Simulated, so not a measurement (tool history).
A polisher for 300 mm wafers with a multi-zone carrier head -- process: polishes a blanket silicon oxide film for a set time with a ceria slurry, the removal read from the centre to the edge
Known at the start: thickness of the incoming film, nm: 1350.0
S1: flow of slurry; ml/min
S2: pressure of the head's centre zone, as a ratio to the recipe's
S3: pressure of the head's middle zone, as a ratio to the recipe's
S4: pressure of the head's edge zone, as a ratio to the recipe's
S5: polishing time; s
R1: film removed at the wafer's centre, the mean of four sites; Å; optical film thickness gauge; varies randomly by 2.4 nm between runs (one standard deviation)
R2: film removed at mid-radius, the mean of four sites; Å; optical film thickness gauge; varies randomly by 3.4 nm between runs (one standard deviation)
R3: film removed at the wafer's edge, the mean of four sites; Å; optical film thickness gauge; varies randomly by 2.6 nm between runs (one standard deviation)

run,hour,S1,S2,S3,S4,S5,R1,R2,R3
1,0.0,225,1.00,1.00,1.00,37,1882.1,1863.5,1908.7
2,4.3,225,1.00,1.06,1.00,37,1902.8,1936.4,1876.7
3,7.4,225,1.00,1.06,1.06,37,1893.6,1945.7,1961.9
4,12.6,225,0.93,1.06,1.06,37,1744.8,1950.4,1992.7
5,18.2,225,0.93,1.06,1.06,41,1943.4,2122.3,2165.2
# hour 21.1: edge zone pressure recalibrated
6,21.1,225,0.93,1.06,1.06,49,2323.5,2583.1,2501.3
7,28.8,225,0.93,1.07,1.06,49,2339.9,2621.8,2502.0

What does the tool deliver on the next run?
8,32.7,225,0.93,1.08,1.06,49,?,?,?

R1: 2345.7 Å
R2: 2604.2 Å
R3: 2506.3 Å
